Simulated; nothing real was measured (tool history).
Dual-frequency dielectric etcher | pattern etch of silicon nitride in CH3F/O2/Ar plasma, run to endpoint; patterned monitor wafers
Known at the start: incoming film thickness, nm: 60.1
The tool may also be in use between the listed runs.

run,day,source power (kW),bias power (kW),endpoint time (s)
1,0.000,0.540,0.065,85.551
2,0.150,0.540,0.076,81.910
3,0.454,0.580,0.077,79.614
4,0.812,0.540,0.077,81.585
5,0.892,0.540,0.068,85.424
6,1.012,0.590,0.070,81.015
7,1.183,0.620,0.071,79.414

Forecast run 8:
8,1.492,0.650,0.072,?

{"run 8": {"endpoint time (s)": 77.882}}

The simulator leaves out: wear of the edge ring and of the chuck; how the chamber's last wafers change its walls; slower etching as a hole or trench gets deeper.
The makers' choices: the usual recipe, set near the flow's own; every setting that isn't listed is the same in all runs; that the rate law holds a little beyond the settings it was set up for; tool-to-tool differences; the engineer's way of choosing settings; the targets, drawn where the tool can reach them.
